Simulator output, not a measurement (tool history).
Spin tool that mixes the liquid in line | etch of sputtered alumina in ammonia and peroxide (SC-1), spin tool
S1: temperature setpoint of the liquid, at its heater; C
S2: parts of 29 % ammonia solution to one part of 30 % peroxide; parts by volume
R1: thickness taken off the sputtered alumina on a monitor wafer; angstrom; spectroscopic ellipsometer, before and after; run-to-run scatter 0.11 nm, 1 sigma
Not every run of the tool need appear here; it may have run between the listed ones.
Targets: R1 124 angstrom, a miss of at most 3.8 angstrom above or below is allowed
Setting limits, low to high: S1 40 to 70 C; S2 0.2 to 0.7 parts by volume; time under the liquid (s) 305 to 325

{"run": 1, "hour": 0.0, "S1": 56, "S2": 0.4, "time under the liquid (s)": 305, "R1": 193.61}
{"run": 2, "hour": 6.7, "S1": 56, "S2": 0.4, "time under the liquid (s)": 305, "R1": 193.47}
{"run": 3, "hour": 8.7, "S1": 53.5, "S2": 0.4, "time under the liquid (s)": 305, "R1": 167.31}
{"run": 4, "hour": 11.2, "S1": 52, "S2": 0.4, "time under the liquid (s)": 305, "R1": 153.79}
{"run": 5, "hour": 20.2, "S1": 52, "S2": 0.35, "time under the liquid (s)": 305, "R1": 154.7}
{"run": 6, "hour": 26.2, "S1": 50.5, "S2": 0.35, "time under the liquid (s)": 305, "R1": 141.91}
{"run": 7, "hour": 30.1, "S1": 50.5, "S2": 0.35, "time under the liquid (s)": 305, "R1": 143.19}
{"run": 8, "hour": 32.4, "S1": 49.5, "S2": 0.35, "time under the liquid (s)": 305, "R1": 136.63}
{"run": 9, "hour": 36.7, "S1": 49, "S2": 0.35, "time under the liquid (s)": 305, "R1": 131.41}

Of the 4 settings listed for the next run, only one would bring every result within its allowed miss of target. Which one?
{"run": "A", "hour": 41.0, "S1": 48.5, "S2": 0.45, "time under the liquid (s)": 320, "R1": "?"}
{"run": "B", "hour": 41.0, "S1": 48, "S2": 0.4, "time under the liquid (s)": 325, "R1": "?"}
{"run": "C", "hour": 41.0, "S1": 50, "S2": 0.25, "time under the liquid (s)": 310, "R1": "?"}
{"run": "D", "hour": 41.0, "S1": 48, "S2": 0.3, "time under the liquid (s)": 310, "R1": "?"}

move=A R1=134.93
move=B R1=131.79
move=C R1=134.29
move=D R1=122.31
A: further off than the last run
B: further off than the last run
C: further off than the last run
D: all results land within tolerance of their targets
So the answer is move D, the one that meets all the targets.

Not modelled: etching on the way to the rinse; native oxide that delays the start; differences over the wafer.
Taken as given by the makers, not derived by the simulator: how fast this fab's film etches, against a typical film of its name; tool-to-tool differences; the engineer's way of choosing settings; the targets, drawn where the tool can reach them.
